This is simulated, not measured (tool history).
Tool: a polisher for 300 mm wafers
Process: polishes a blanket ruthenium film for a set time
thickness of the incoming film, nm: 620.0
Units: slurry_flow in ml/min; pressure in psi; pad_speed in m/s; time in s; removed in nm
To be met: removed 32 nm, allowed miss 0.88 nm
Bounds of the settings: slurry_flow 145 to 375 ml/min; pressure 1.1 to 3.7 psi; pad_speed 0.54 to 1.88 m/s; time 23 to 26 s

run,hour,slurry_flow,pressure,pad_speed,time,removed
1,0,240,2.4,1.2,26,39.092
2,2.7,275,2.4,1.2,26,38.983
3,10.6,275,2.3,1.2,26,38.332
4,19,240,2.3,1.2,26,37.547
5,27.9,240,2.8,1.2,26,44.575
6,28.8,240,2.8,1,26,39.553
7,36.7,240,2.6,1,26,36.805
8,41.3,240,2.5,1,26,35.844
9,46.4,240,2.4,1,26,33.967
10,52.7,240,2.3,1,26,33.143

4 next moves are on the table. One of them brings every result within its allowed miss. Which?
A,59,240,2.4,0.98,26,?
B,59,200,2.8,0.8,25,?
C,59,315,2.7,0.84,26,?
D,59,260,2.3,1.06,25,?

move,removed
A,33.88
B,31.793
C,34.862
D,33.456
A: further off than the last run
B: meets every target
C: further off than the last run
D: further off than the last run
Move B is the one to make.
